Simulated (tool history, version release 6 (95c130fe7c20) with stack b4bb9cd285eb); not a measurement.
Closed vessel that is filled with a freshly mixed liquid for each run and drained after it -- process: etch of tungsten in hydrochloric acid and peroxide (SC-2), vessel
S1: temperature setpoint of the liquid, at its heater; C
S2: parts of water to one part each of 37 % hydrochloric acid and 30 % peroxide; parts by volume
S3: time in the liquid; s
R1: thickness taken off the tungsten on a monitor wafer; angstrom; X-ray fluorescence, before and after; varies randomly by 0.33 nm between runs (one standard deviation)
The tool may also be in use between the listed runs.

run 1 hour=0.0 | S1=64.0 S2=8.0 S3=100 | R1=1042.80
run 2 hour=8.2 | S1=61.0 S2=8.0 S3=100 | R1=852.85
run 3 hour=15.2 | S1=61.0 S2=10.5 S3=100 | R1=685.11
run 4 hour=16.0 | S1=64.5 S2=10.5 S3=100 | R1=853.97
run 5 hour=25.0 | S1=71.0 S2=10.5 S3=100 | R1=1280.70
run 6 hour=27.1 | S1=67.0 S2=10.5 S3=100 | R1=1000.80
run 7 hour=33.2 | S1=64.0 S2=10.5 S3=100 | R1=833.37

The next listed run, before its measurement:
run 8 hour=40.6 | S1=62.0 S2=10.5 S3=100 | R1=?

Run 8 measured R1 740.37 angstrom.
